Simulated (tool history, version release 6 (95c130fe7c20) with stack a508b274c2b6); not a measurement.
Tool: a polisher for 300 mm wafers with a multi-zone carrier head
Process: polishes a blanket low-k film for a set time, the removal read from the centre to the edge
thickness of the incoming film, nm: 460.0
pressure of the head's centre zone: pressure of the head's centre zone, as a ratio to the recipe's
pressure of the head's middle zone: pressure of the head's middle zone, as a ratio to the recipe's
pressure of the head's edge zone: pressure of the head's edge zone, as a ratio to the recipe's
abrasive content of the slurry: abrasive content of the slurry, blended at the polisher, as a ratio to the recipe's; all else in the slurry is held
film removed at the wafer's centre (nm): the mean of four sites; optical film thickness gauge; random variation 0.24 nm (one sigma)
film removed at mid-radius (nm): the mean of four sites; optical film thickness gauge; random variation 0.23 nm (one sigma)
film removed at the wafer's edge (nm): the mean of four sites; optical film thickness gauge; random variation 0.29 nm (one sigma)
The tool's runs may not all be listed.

| run | day | flow of slurry (ml/min) | pressure of the head's centre zone | pressure of the head's middle zone | pressure of the head's edge zone | abrasive content of the slurry | polishing time (s) | film removed at the wafer's centre (nm) | film removed at mid-radius (nm) | film removed at the wafer's edge (nm) |
|---|---|---|---|---|---|---|---|---|---|---|
| 1 | 0.000 | 245 | 1.00 | 1.00 | 1.00 | 1.0 | 49 | 25.480 | 24.600 | 24.920 |
| 2 | 0.096 | 250 | 1.00 | 1.01 | 1.02 | 1.0 | 49 | 25.355 | 25.565 | 24.857 |
| 3 | 0.179 | 275 | 1.00 | 1.01 | 1.02 | 1.0 | 49 | 25.442 | 25.583 | 25.721 |
| 4 | 0.292 | 275 | 1.00 | 0.96 | 1.02 | 1.0 | 49 | 25.568 | 24.603 | 25.597 |
| 5 | 0.467 | 275 | 1.00 | 0.96 | 0.96 | 1.0 | 49 | 25.687 | 24.507 | 24.639 |
| 6 | 0.550 | 275 | 1.00 | 0.96 | 0.96 | 1.1 | 49 | 26.323 | 25.456 | 25.562 |

Run 7 comes next. What will it give?
| 7 | 0.762 | 280 | 1.00 | 0.96 | 0.98 | 1.1 | 49 | ? | ? | ? |

{"run 7": {"film removed at the wafer's centre (nm)": 26.723, "film removed at mid-radius (nm)": 25.679, "film removed at the wafer's edge (nm)": 26.051}}
